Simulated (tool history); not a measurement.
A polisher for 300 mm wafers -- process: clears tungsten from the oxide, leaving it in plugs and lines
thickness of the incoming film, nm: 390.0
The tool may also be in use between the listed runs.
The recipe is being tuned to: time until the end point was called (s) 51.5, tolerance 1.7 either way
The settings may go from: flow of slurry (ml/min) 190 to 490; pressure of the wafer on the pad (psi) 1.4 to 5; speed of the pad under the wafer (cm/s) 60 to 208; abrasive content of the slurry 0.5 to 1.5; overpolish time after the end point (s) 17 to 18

| run | hour | flow of slurry (ml/min) | pressure of the wafer on the pad (psi) | speed of the pad under the wafer (cm/s) | abrasive content of the slurry | overpolish time after the end point (s) | time until the end point was called (s) |
|---|---|---|---|---|---|---|---|
| 1 | 0 | 315 | 3.2 | 134 | 1 | 17 | 66.245 |
| 2 | 8.6 | 315 | 3.2 | 134 | 0.9 | 17 | 69.543 |
| 3 | 13.4 | 315 | 3.3 | 134 | 0.9 | 17 | 67.568 |
| 4 | 17.4 | 355 | 3.3 | 134 | 0.9 | 17 | 67.396 |
| 5 | 21.2 | 355 | 3.3 | 134 | 1 | 17 | 63.755 |
| 6 | 24.7 | 355 | 3.3 | 134 | 1 | 17 | 64.835 |
| 7 | 33.7 | 355 | 3.4 | 134 | 1 | 17 | 62.82 |
| 8 | 38.3 | 355 | 3.5 | 134 | 1 | 17 | 60.268 |

Next run, 4 choices. One meets every target within its allowed miss, the rest don't. Which?
| A | 42.9 | 395 | 3.7 | 134 | 1.05 | 17 | ? |
| B | 42.9 | 340 | 5 | 94 | 1.3 | 17 | ? |
| C | 42.9 | 320 | 3.5 | 148 | 0.95 | 17 | ? |
| D | 42.9 | 370 | 4.9 | 116 | 0.95 | 17 | ? |

| move | time until the end point was called (s) |
|---|---|
| A | 55.718 |
| B | 54.895 |
| C | 56.121 |
| D | 50.658 |
A: moves toward the targets from the last run without getting all of them in spec
B: moves toward the targets from the last run without getting all of them in spec
C: moves toward the targets from the last run without getting all of them in spec
D: all results land within tolerance of their targets
So the answer is move D, the one that meets all the targets.
